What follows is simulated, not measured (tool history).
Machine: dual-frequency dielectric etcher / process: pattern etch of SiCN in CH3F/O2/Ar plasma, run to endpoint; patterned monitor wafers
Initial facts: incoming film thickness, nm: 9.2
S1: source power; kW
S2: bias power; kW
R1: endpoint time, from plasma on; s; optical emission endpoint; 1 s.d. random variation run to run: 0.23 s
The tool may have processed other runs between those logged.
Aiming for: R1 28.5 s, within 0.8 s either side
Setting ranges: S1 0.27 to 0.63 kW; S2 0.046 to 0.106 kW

{"run": 1, "hour": 0.0, "S1": 0.45, "S2": 0.076, "R1": 22.574}
{"run": 2, "hour": 6.4, "S1": 0.45, "S2": 0.086, "R1": 21.854}
{"run": 3, "hour": 11.4, "S1": 0.45, "S2": 0.08, "R1": 22.362}
{"run": 4, "hour": 15.2, "S1": 0.4, "S2": 0.074, "R1": 24.003}
{"run": 5, "hour": 22.7, "S1": 0.36, "S2": 0.074, "R1": 25.057}
{"run": 6, "hour": 28.7, "S1": 0.36, "S2": 0.068, "R1": 25.991}
{"run": 7, "hour": 36.3, "S1": 0.34, "S2": 0.067, "R1": 26.549}
{"run": 8, "hour": 37.3, "S1": 0.33, "S2": 0.066, "R1": 26.873}
{"run": 9, "hour": 40.0, "S1": 0.32, "S2": 0.065, "R1": 27.619}

Below are 4 possible settings for the next run. Only one of them brings all results inside the allowed miss of their targets. Which is it?
{"run": "A", "hour": 42.7, "S1": 0.35, "S2": 0.062, "R1": "?"}
{"run": "B", "hour": 42.7, "S1": 0.43, "S2": 0.049, "R1": "?"}
{"run": "C", "hour": 42.7, "S1": 0.33, "S2": 0.073, "R1": "?"}
{"run": "D", "hour": 42.7, "S1": 0.34, "S2": 0.054, "R1": "?"}

move=A R1=27.48
move=B R1=27.58
move=C R1=26.463
move=D R1=29.168
A: its largest miss is bigger than the last run's
B: roughly where the last run was
C: its largest miss is bigger than the last run's
D: all results land within tolerance of their targets
Move D is the one to make.
